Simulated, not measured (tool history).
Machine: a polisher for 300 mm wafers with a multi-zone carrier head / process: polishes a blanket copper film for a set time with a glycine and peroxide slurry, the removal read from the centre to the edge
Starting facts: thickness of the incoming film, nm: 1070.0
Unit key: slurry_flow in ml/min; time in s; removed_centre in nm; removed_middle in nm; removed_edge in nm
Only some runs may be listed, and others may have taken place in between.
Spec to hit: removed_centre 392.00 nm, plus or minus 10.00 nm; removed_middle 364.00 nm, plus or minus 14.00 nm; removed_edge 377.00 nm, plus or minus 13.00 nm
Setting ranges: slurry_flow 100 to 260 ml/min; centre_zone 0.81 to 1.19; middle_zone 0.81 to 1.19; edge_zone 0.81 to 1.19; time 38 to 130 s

| run | hour | slurry_flow | centre_zone | middle_zone | edge_zone | time | removed_centre | removed_middle | removed_edge |
|---|---|---|---|---|---|---|---|---|---|
| 1 | 0.0 | 165 | 1.00 | 1.00 | 1.00 | 84 | 434.62 | 439.17 | 433.55 |
| 2 | 3.5 | 165 | 1.00 | 1.00 | 0.94 | 84 | 432.79 | 443.59 | 419.16 |
| 3 | 9.4 | 155 | 1.00 | 0.96 | 0.92 | 83 | 426.44 | 418.83 | 405.01 |
| 4 | 16.1 | 155 | 1.00 | 0.96 | 0.88 | 83 | 418.83 | 416.95 | 394.49 |
| 5 | 23.2 | 145 | 1.00 | 0.93 | 0.88 | 83 | 414.03 | 398.34 | 386.07 |
| 6 | 28.0 | 145 | 1.00 | 1.01 | 0.88 | 83 | 415.96 | 423.76 | 390.83 |
| 7 | 33.7 | 135 | 1.00 | 0.98 | 0.89 | 83 | 401.18 | 405.75 | 391.86 |
| 8 | 42.5 | 130 | 1.01 | 0.96 | 0.89 | 83 | 403.39 | 400.64 | 387.94 |
| 9 | 47.8 | 125 | 1.02 | 0.94 | 0.89 | 83 | 404.51 | 390.13 | 384.75 |
| 10 | 54.5 | 120 | 1.02 | 0.93 | 0.89 | 83 | 402.58 | 375.58 | 385.21 |
| 11 | 55.1 | 115 | 1.02 | 0.93 | 0.89 | 83 | 399.76 | 380.50 | 380.53 |

Pick the move, out of 4, that brings all results within their allowed miss; only one does.
| A | 55.7 | 115 | 1.03 | 1.06 | 0.82 | 80 | ? | ? | ? |
| B | 55.7 | 100 | 1.03 | 0.90 | 0.88 | 86 | ? | ? | ? |
| C | 55.7 | 125 | 1.00 | 0.99 | 0.85 | 83 | ? | ? | ? |
| D | 55.7 | 145 | 1.09 | 0.95 | 0.93 | 78 | ? | ? | ? |

| move | removed_centre | removed_middle | removed_edge |
|---|---|---|---|
| A | 385.84 | 399.49 | 347.88 |
| B | 393.53 | 364.37 | 375.16 |
| C | 399.68 | 403.30 | 372.93 |
| D | 424.17 | 381.00 | 374.68 |
A: its largest miss is bigger than the last run's
B: meets every target
C: its largest miss is bigger than the last run's
D: its largest miss is bigger than the last run's
Move B is the one to make.
